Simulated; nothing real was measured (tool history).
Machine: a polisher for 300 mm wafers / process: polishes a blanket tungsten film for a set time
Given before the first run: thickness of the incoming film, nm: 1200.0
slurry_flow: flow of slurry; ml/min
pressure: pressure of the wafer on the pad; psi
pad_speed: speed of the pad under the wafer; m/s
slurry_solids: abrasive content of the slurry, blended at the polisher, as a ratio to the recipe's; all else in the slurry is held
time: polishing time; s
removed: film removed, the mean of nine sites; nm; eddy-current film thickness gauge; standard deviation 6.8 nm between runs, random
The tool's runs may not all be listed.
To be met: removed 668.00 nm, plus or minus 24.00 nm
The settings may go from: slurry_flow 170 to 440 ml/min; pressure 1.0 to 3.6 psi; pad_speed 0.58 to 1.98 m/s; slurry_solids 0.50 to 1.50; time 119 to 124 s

Run 1, hour 0.0: slurry_flow 280 ml/min, pressure 2.3 psi, pad_speed 1.28 m/s, slurry_solids 1.00, time 119 s. Result: removed 456.72 nm.
Run 2, hour 5.2: slurry_flow 280 ml/min, pressure 2.5 psi, pad_speed 1.28 m/s, slurry_solids 1.00, time 119 s. Result: removed 495.84 nm.
Run 3, hour 14.2: slurry_flow 280 ml/min, pressure 2.7 psi, pad_speed 1.28 m/s, slurry_solids 1.00, time 119 s. Result: removed 540.83 nm.
Run 4, hour 22.1: slurry_flow 280 ml/min, pressure 2.8 psi, pad_speed 1.28 m/s, slurry_solids 1.00, time 119 s. Result: removed 548.30 nm.
Run 5, hour 26.1: slurry_flow 280 ml/min, pressure 2.8 psi, pad_speed 1.46 m/s, slurry_solids 1.00, time 119 s. Result: removed 641.55 nm.
Run 6, hour 32.0: slurry_flow 280 ml/min, pressure 2.8 psi, pad_speed 1.34 m/s, slurry_solids 1.00, time 119 s. Result: removed 591.13 nm.
Run 7, hour 37.1: slurry_flow 280 ml/min, pressure 2.9 psi, pad_speed 1.34 m/s, slurry_solids 1.00, time 119 s. Result: removed 592.39 nm.
Run 8, hour 46.0: slurry_flow 280 ml/min, pressure 3.0 psi, pad_speed 1.34 m/s, slurry_solids 1.00, time 119 s. Result: removed 621.29 nm.
Run 9, hour 48.9: slurry_flow 280 ml/min, pressure 3.1 psi, pad_speed 1.34 m/s, slurry_solids 1.00, time 119 s. Result: removed 640.34 nm.

Of the 5 settings listed for the next run, only one would bring every result within its allowed miss of target. Which one?
Run A, hour 51.8: slurry_flow 265 ml/min, pressure 3.0 psi, pad_speed 1.46 m/s, slurry_solids 1.10, time 124 s. Result: removed ?.
Run B, hour 51.8: slurry_flow 305 ml/min, pressure 3.2 psi, pad_speed 1.36 m/s, slurry_solids 0.90, time 122 s. Result: removed ?.
Run C, hour 51.8: slurry_flow 240 ml/min, pressure 3.1 psi, pad_speed 1.24 m/s, slurry_solids 0.95, time 124 s. Result: removed ?.
Run D, hour 51.8: slurry_flow 320 ml/min, pressure 2.4 psi, pad_speed 1.46 m/s, slurry_solids 1.10, time 124 s. Result: removed ?.
Run E, hour 51.8: slurry_flow 295 ml/min, pressure 3.4 psi, pad_speed 1.12 m/s, slurry_solids 1.05, time 121 s. Result: removed ?.

move  removed
   A   728.81
   B   678.45
   C   608.78
   D   595.51
   E   618.46
A: the result that was furthest off in the last run now lies on the other side of its target
B: in spec on every target
C: the biggest miss grows against the last run
D: the biggest miss grows against the last run
E: the biggest miss grows against the last run
Correct choice: B, which meets every target

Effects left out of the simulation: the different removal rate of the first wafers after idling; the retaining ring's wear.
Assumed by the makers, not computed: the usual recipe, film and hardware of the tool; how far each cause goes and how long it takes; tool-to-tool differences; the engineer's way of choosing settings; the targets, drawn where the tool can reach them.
